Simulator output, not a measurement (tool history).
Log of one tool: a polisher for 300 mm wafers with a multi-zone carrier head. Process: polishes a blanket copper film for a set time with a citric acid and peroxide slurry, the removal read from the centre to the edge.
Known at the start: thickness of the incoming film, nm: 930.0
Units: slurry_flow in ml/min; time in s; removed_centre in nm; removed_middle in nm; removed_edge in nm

run	hour	slurry_flow	centre_zone	middle_zone	edge_zone	slurry_solids	time	removed_centre	removed_middle	removed_edge
1	0.0	280	1.00	1.00	1.00	1.00	69	116.90	133.46	133.63
2	4.9	310	1.00	1.00	1.00	1.00	69	118.10	133.19	133.74
3	8.3	300	1.00	1.01	1.02	1.10	71	123.37	137.38	141.71
4	8.9	300	1.00	1.01	1.02	1.30	71	128.33	142.34	148.44
5	12.0	300	1.00	1.01	0.98	1.30	71	127.58	148.69	145.03
6	18.9	295	1.00	1.02	1.00	1.35	73	134.21	149.14	153.56
7	23.7	300	0.99	1.04	1.01	1.35	75	136.56	162.61	158.79
8	26.8	300	0.99	1.05	1.03	1.35	76	138.33	164.39	161.61
9	32.8	300	0.99	1.06	1.05	1.35	77	140.96	165.83	164.47
10	35.1	300	0.99	1.06	1.07	1.35	78	143.08	167.40	168.69
11	37.1	305	0.99	1.07	1.08	1.35	79	144.85	168.36	173.33

Forecast run 12:
12	42.5	310	0.99	1.08	1.09	1.35	80	?	?	?

{"run 12": {"removed_centre": 146.08, "removed_middle": 176.64, "removed_edge": 177.15}}

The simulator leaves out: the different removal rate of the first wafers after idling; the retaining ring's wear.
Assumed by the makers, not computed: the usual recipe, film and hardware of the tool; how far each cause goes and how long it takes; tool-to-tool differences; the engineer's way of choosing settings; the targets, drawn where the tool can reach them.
